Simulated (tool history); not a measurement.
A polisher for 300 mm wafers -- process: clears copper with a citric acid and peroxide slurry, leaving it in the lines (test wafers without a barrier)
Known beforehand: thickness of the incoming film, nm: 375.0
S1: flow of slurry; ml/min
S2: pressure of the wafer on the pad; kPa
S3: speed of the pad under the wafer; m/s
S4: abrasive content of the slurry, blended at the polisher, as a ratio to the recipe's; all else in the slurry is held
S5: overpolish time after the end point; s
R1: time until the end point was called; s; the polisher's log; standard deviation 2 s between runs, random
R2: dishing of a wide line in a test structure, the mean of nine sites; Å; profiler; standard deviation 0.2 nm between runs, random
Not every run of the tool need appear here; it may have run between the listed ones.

{"run": 1, "day": 0.0, "S1": 290, "S2": 22.1, "S3": 0.94, "S4": 1.0, "S5": 11, "R1": 164.97, "R2": 164.25}
{"run": 2, "day": 0.238, "S1": 290, "S2": 20.7, "S3": 0.94, "S4": 1.0, "S5": 12, "R1": 179.8, "R2": 166.64}
{"run": 3, "day": 0.525, "S1": 290, "S2": 20.7, "S3": 0.94, "S4": 1.0, "S5": 8, "R1": 176.19, "R2": 116.7}
{"run": 4, "day": 0.817, "S1": 290, "S2": 20.7, "S3": 0.94, "S4": 1.15, "S5": 8, "R1": 170.42, "R2": 121.51}
{"run": 5, "day": 0.975, "S1": 290, "S2": 20.0, "S3": 0.94, "S4": 1.15, "S5": 9, "R1": 174.93, "R2": 130.3}
{"run": 6, "day": 1.021, "S1": 290, "S2": 20.0, "S3": 0.94, "S4": 1.25, "S5": 9, "R1": 171.2, "R2": 133.6}
{"run": 7, "day": 1.054, "S1": 290, "S2": 18.6, "S3": 0.94, "S4": 1.25, "S5": 10, "R1": 180.4, "R2": 141.08}
{"run": 8, "day": 1.233, "S1": 290, "S2": 17.9, "S3": 0.94, "S4": 1.25, "S5": 11, "R1": 187.16, "R2": 147.08}
{"run": 9, "day": 1.304, "S1": 275, "S2": 14.5, "S3": 0.92, "S4": 1.25, "S5": 16, "R1": 236.26, "R2": 168.98}
{"run": 10, "day": 1.625, "S1": 290, "S2": 14.5, "S3": 0.92, "S4": 1.25, "S5": 16, "R1": 236.19, "R2": 168.29}

Run 11 is up next; what results do you expect?
{"run": 11, "day": 1.846, "S1": 290, "S2": 15.2, "S3": 0.92, "S4": 1.25, "S5": 16, "R1": "?", "R2": "?"}

R1: 226.16 s
R2: 174.27 Å
